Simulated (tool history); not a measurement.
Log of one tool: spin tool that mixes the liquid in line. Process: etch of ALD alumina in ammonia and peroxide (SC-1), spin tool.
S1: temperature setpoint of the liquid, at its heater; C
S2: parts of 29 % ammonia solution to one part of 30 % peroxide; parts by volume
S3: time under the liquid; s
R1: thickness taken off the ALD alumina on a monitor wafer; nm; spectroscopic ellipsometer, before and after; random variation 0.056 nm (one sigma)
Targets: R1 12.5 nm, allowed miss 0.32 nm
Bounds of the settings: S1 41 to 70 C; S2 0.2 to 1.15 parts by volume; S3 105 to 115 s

Run 1, day 0: S1 57 C, S2 0.65 parts by volume, S3 105 s. Result: R1 9.6294 nm.
Run 2, day 0.142: S1 57 C, S2 0.65 parts by volume, S3 115 s. Result: R1 10.532 nm.
Run 3, day 0.425: S1 58 C, S2 0.65 parts by volume, S3 115 s. Result: R1 11.046 nm.
Run 4, day 0.679: S1 53.5 C, S2 0.65 parts by volume, S3 115 s. Result: R1 8.7221 nm.
Run 5, day 0.754: S1 55 C, S2 0.65 parts by volume, S3 115 s. Result: R1 9.4865 nm.
Run 6, day 1.017: S1 56.5 C, S2 0.65 parts by volume, S3 115 s. Result: R1 10.313 nm.
Run 7, day 1.304: S1 57.5 C, S2 0.65 parts by volume, S3 115 s. Result: R1 10.818 nm.
Run 8, day 1.388: S1 58 C, S2 0.65 parts by volume, S3 115 s. Result: R1 11.001 nm.
Run 9, day 1.525: S1 58.5 C, S2 0.65 parts by volume, S3 115 s. Result: R1 11.371 nm.
Run 10, day 1.838: S1 59 C, S2 0.65 parts by volume, S3 115 s. Result: R1 11.744 nm.
Run 11, day 1.908: S1 59.5 C, S2 0.65 parts by volume, S3 115 s. Result: R1 12.038 nm.

5 next moves are on the table. One of them brings every result within its allowed miss. Which?
Run A, day 1.979: S1 58.5 C, S2 0.75 parts by volume, S3 115 s. Result: R1 ?.
Run B, day 1.979: S1 59.5 C, S2 0.95 parts by volume, S3 110 s. Result: R1 ?.
Run C, day 1.979: S1 61 C, S2 0.65 parts by volume, S3 115 s. Result: R1 ?.
Run D, day 1.979: S1 63 C, S2 0.4 parts by volume, S3 105 s. Result: R1 ?.
Run E, day 1.979: S1 61 C, S2 0.65 parts by volume, S3 105 s. Result: R1 ?.

move      R1
   A  11.618
   B  11.967
   C  13.034
   D  12.579
   E  11.901
A: further off than the last run
B: further off than the last run
C: takes the result that was furthest off past its target
D: meets every target
E: further off than the last run
The right move is D.
